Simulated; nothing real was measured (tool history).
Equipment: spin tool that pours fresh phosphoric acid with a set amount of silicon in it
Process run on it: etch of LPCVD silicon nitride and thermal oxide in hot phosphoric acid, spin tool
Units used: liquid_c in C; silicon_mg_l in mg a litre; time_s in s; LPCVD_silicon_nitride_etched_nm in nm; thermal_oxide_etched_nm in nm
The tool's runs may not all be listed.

| run | day | liquid_c | silicon_mg_l | time_s | LPCVD_silicon_nitride_etched_nm | thermal_oxide_etched_nm |
|---|---|---|---|---|---|---|
| 1 | 0 | 164 | 23 | 180 | 15.718 | 0.31673 |
| 2 | 0.225 | 164 | 23 | 125 | 10.919 | 0.20995 |
| 3 | 0.421 | 164.5 | 19.5 | 150 | 13.23 | 0.29196 |
| 4 | 0.654 | 165 | 16.5 | 165 | 14.971 | 0.35332 |
| 5 | 0.858 | 164 | 16.5 | 165 | 14.476 | 0.37143 |
| 6 | 1.042 | 164.5 | 13.5 | 175 | 15.801 | 0.44052 |
| 7 | 1.279 | 167 | 2 | 235 | 22.63 | 0.85956 |

The next listed run, before its measurement:
|  | 1.329 | heated supply line repaired |
| 8 | 1.329 | 167 | 1.5 | 235 | ? | ? |

LPCVD_silicon_nitride_etched_nm: 24.54 nm
thermal_oxide_etched_nm: 1.113 nm
